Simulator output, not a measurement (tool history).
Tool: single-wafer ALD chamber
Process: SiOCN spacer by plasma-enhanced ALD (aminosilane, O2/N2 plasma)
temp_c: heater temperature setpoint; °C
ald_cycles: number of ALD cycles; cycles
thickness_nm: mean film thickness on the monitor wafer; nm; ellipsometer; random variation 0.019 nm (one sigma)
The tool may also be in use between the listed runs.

run	day	temp_c	ald_cycles	thickness_nm
1	0.000	390	97	6.2069
2	0.142	397	97	6.1857
3	0.475	408	97	5.9982
4	0.600	408	104	6.4034
5	0.871	410	96	5.8993
6	1.175	410	89	5.4564
7	1.379	411	87	5.3029

Run 8 comes next. What will it give?
8	1.721	412	86	?

thickness_nm: 5.2372 nm

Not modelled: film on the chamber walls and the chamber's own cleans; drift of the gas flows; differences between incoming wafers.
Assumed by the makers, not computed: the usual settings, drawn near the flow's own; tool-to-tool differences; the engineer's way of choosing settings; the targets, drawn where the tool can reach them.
